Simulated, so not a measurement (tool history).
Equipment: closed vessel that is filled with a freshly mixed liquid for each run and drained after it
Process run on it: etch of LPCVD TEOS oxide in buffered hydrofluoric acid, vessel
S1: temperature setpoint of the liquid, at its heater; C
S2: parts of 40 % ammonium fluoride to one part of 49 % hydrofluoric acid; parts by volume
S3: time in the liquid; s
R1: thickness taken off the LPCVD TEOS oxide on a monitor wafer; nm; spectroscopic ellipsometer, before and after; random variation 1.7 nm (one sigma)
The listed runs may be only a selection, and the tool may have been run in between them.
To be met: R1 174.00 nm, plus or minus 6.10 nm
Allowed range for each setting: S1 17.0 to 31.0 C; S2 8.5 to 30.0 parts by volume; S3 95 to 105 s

run  hour    S1    S2   S3      R1
  1   0.0  23.0  23.0   95  135.41
  2   5.5  20.5  23.0   95  118.18
  3  10.3  20.5  20.5   95  128.35
  4  11.0  20.5  20.5  105  143.39
  5  17.9  17.5  20.5  105  118.78
  6  22.3  19.0  20.5  105  130.94
  7  28.0  20.5  20.5  105  141.12
  8  32.6  21.5  20.5  105  148.24
  9  39.8  22.5  20.5  105  158.93
 10  45.3  22.5  20.5  105  158.92

4 next moves are on the table. One of them brings every result within its allowed miss. Which?
  A  50.8  22.5  24.0  105   ?
  B  50.8  21.5  20.5   95   ?
  C  50.8  21.0  20.5  105   ?
  D  50.8  22.5  18.5  105   ?

move      R1
   A  142.05
   B  135.53
   C  145.68
   D  173.94
A: its largest miss is bigger than the last run's
B: its largest miss is bigger than the last run's
C: its largest miss is bigger than the last run's
D: in spec on every target
The right move is D.
